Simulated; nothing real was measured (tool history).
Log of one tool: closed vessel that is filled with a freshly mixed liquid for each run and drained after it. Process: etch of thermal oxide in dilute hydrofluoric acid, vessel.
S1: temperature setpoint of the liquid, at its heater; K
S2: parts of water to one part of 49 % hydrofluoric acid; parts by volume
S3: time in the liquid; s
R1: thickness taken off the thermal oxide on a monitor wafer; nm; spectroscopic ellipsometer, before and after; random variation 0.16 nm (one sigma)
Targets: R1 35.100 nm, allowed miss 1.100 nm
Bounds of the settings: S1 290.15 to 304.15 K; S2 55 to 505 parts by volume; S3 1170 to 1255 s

| run | hour | S1 | S2 | S3 | R1 |
|---|---|---|---|---|---|
| 1 | 0.0 | 296.15 | 280 | 1170 | 16.764 |
| 2 | 8.9 | 298.65 | 280 | 1170 | 18.232 |
| 3 | 15.0 | 298.65 | 220 | 1170 | 24.756 |
| 4 | 23.5 | 300.15 | 210 | 1170 | 27.524 |
| 5 | 26.8 | 300.15 | 295 | 1170 | 18.036 |
| 6 | 34.8 | 300.15 | 295 | 1170 | 18.132 |
| 7 | 44.0 | 300.15 | 295 | 1170 | 17.986 |
| 8 | 50.3 | 301.15 | 265 | 1170 | 21.344 |
| 9 | 54.5 | 301.65 | 240 | 1170 | 24.628 |
| 10 | 60.3 | 302.15 | 225 | 1170 | 27.335 |
| 11 | 69.3 | 302.65 | 215 | 1170 | 29.243 |
| 12 | 72.8 | 303.15 | 205 | 1170 | 31.720 |
| 13 | 77.2 | 303.65 | 200 | 1170 | 33.208 |

4 next moves are on the table. One of them brings every result within its allowed miss. Which?
| A | 81.6 | 303.65 | 205 | 1170 | ? |
| B | 81.6 | 303.15 | 210 | 1255 | ? |
| C | 81.6 | 304.15 | 220 | 1255 | ? |
| D | 81.6 | 304.15 | 205 | 1255 | ? |

| move | R1 |
|---|---|
| A | 32.197 |
| B | 32.939 |
| C | 32.134 |
| D | 35.130 |
A: further off than the last run
B: further off than the last run
C: further off than the last run
D: meets every target
The right move is D.
